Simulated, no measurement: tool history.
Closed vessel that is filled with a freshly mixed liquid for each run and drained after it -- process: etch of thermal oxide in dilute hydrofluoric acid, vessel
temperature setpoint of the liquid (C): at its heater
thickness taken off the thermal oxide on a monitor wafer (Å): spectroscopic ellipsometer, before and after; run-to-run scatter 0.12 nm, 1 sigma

| run | hour | temperature setpoint of the liquid (C) | parts of water to one part of 49 % hydrofluoric acid (parts by volume) | time in the liquid (s) | thickness taken off the thermal oxide on a monitor wafer (Å) |
|---|---|---|---|---|---|
| 1 | 0.0 | 20.0 | 45 | 200 | 200.21 |
| 2 | 6.2 | 20.0 | 45 | 155 | 153.65 |
| 3 | 8.2 | 20.0 | 45 | 155 | 155.28 |
| 4 | 9.2 | 21.0 | 45 | 155 | 160.81 |
| 5 | 15.6 | 22.0 | 45 | 155 | 168.33 |
| 6 | 20.9 | 23.0 | 45 | 155 | 175.36 |
| 7 | 22.3 | 23.5 | 45 | 155 | 178.67 |
| 8 | 26.4 | 24.0 | 45 | 155 | 182.03 |

The next listed run, before its measurement:
| 9 | 28.0 | 24.5 | 45 | 155 | ? |

thickness taken off the thermal oxide on a monitor wafer (Å): 185.25
